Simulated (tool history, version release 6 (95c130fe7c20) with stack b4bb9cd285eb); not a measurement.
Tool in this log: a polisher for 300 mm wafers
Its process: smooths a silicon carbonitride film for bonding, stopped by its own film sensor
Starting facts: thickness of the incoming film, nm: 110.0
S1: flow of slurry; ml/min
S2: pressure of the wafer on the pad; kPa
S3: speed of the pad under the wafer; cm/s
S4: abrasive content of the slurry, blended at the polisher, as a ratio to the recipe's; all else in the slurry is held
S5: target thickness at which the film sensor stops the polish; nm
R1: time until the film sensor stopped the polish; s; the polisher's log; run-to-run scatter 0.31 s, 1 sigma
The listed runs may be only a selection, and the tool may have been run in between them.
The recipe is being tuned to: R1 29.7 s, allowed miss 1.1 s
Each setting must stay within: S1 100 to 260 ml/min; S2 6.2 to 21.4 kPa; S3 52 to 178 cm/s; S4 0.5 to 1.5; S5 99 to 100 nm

{"run": 1, "hour": 0.0, "S1": 165, "S2": 13.8, "S3": 114, "S4": 1, "S5": 99, "R1": 39.442}
{"run": 2, "hour": 6.3, "S1": 140, "S2": 13.8, "S3": 114, "S4": 1, "S5": 99, "R1": 40.484}
{"run": 3, "hour": 7.3, "S1": 150, "S2": 15.2, "S3": 114, "S4": 1, "S5": 99, "R1": 36.982}
{"run": 4, "hour": 9.9, "S1": 160, "S2": 15.9, "S3": 114, "S4": 1, "S5": 99, "R1": 34.917}
{"run": 5, "hour": 14.1, "S1": 145, "S2": 15.9, "S3": 114, "S4": 1, "S5": 99, "R1": 35.5}
{"run": 6, "hour": 18.0, "S1": 155, "S2": 16.5, "S3": 114, "S4": 1, "S5": 99, "R1": 33.436}
{"run": 7, "hour": 18.8, "S1": 165, "S2": 17.2, "S3": 114, "S4": 1, "S5": 99, "R1": 30.907}
{"run": 8, "hour": 22.3, "S1": 170, "S2": 17.2, "S3": 114, "S4": 1, "S5": 99, "R1": 31.388}

Which one of the following 5 next-run settings gets every result inside its allowed miss? There is exactly one.
{"run": "A", "hour": 25.8, "S1": 225, "S2": 20, "S3": 84, "S4": 1.1, "S5": 99, "R1": "?"}
{"run": "B", "hour": 25.8, "S1": 165, "S2": 17.2, "S3": 108, "S4": 1.05, "S5": 99, "R1": "?"}
{"run": "C", "hour": 25.8, "S1": 220, "S2": 18.6, "S3": 84, "S4": 1.05, "S5": 100, "R1": "?"}
{"run": "D", "hour": 25.8, "S1": 155, "S2": 19.3, "S3": 120, "S4": 0.8, "S5": 99, "R1": "?"}
{"run": "E", "hour": 25.8, "S1": 180, "S2": 15.9, "S3": 140, "S4": 0.8, "S5": 99, "R1": "?"}

move=A R1=33.276
move=B R1=33.099
move=C R1=33.107
move=D R1=30.673
move=E R1=32.313
A: lands further from the targets than the last run did
B: lands further from the targets than the last run did
C: lands further from the targets than the last run did
D: every result within its allowed miss
E: lands further from the targets than the last run did
Correct choice: D, which meets every target

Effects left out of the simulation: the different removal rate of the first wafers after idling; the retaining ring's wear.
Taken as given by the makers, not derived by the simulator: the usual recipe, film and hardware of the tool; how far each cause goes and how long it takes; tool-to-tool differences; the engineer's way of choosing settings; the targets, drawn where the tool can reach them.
